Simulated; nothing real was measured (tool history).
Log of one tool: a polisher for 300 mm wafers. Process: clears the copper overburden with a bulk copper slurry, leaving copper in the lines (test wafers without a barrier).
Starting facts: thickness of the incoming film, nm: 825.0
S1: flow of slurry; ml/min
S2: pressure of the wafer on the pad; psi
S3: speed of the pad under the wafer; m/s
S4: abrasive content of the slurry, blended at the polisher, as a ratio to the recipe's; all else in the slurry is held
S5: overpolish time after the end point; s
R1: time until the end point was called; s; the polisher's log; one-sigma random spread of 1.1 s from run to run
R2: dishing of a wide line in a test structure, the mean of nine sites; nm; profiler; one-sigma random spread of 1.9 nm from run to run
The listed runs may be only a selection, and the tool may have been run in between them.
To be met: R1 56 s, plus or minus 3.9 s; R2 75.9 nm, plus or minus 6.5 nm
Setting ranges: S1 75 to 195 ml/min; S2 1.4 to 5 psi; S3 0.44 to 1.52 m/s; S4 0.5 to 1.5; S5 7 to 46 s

run 1 hour=0 | S1=125 S2=3.2 S3=0.98 S4=1 S5=24 | R1=82.04 R2=84.007
run 2 hour=7.2 | S1=125 S2=2.7 S3=0.98 S4=1 S5=24 | R1=92.747 R2=74.664
run 3 hour=8.8 | S1=125 S2=2.8 S3=1.02 S4=1 S5=22 | R1=89.257 R2=74.05
run 4 hour=15.8 | S1=125 S2=2.9 S3=1.04 S4=1 S5=20 | R1=81.676 R2=73.028
run 5 hour=23.4 | S1=125 S2=3 S3=1.06 S4=1 S5=19 | R1=75.63 R2=74.832
run 6 hour=25.3 | S1=125 S2=3.1 S3=1.06 S4=1 S5=18 | R1=77.327 R2=70.9
run 7 hour=31.3 | S1=125 S2=3.2 S3=1.06 S4=1 S5=18 | R1=74.49 R2=75.235
run 8 hour=38.9 | S1=130 S2=4 S3=1.14 S4=1 S5=7 | R1=60.078 R2=50.861
run 9 hour=46.1 | S1=130 S2=4 S3=1.14 S4=1 S5=8 | R1=60.323 R2=57.851
run 10 hour=49 | S1=130 S2=4.3 S3=1.12 S4=1 S5=19 | R1=55.704 R2=87.609
run 11 hour=54.5 | S1=130 S2=4.3 S3=1.12 S4=1 S5=17 | R1=55.788 R2=83.538

Below are 5 possible settings for the next run. Only one of them brings all results inside the allowed miss of their targets. Which is it?
run A hour=60 | S1=105 S2=4.7 S3=1.2 S4=0.7 S5=23 | R1=? R2=?
run B hour=60 | S1=125 S2=4 S3=1.28 S4=0.8 S5=24 | R1=? R2=?
run C hour=60 | S1=95 S2=3.7 S3=1.2 S4=1 S5=30 | R1=? R2=?
run D hour=60 | S1=140 S2=5 S3=1 S4=1 S5=13 | R1=? R2=?
run E hour=60 | S1=125 S2=4.7 S3=1 S4=0.95 S5=10 | R1=? R2=?

move=A R1=55.8 R2=95.723
move=B R1=56.83 R2=94.161
move=C R1=63.828 R2=95.043
move=D R1=57.132 R2=77.816
move=E R1=61.543 R2=64.531
A: further off than the last run
B: further off than the last run
C: further off than the last run
D: hits every target within its allowed miss
E: the result that was furthest off in the last run now lies on the other side of its target
Go with D: it meets all targets.
